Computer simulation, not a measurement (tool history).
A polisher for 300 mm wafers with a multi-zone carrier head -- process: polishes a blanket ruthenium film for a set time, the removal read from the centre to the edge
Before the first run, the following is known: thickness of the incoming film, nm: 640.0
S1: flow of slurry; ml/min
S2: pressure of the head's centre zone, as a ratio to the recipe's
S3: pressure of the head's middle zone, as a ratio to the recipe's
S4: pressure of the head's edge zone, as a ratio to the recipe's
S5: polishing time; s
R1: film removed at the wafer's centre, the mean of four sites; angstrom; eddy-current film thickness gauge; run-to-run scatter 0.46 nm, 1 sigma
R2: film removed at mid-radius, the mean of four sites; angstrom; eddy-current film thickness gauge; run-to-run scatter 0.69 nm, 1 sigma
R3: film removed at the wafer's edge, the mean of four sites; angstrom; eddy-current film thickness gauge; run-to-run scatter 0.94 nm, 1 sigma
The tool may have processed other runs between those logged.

run  hour   S1    S2    S3    S4  S5      R1      R2      R3
  1   0.0  180  1.00  1.00  1.00  45  648.95  631.87  625.84
  2   5.3  205  1.00  1.00  1.00  45  658.04  652.21  647.07
  3  12.4  220  0.99  1.01  1.04  46  678.41  679.47  678.50
  4  14.1  240  0.99  1.01  1.04  46  689.58  688.19  697.42
  5  18.0  250  0.97  1.02  1.07  47  691.04  705.24  701.18
  6  26.0  255  0.94  1.02  1.10  49  702.65  742.76  755.24

What does the tool deliver on the next run?
  7  33.4  255  0.92  1.03  1.12  50   ?   ?   ?

{"run 7": {"R1": 701.27, "R2": 759.37, "R3": 755.72}}

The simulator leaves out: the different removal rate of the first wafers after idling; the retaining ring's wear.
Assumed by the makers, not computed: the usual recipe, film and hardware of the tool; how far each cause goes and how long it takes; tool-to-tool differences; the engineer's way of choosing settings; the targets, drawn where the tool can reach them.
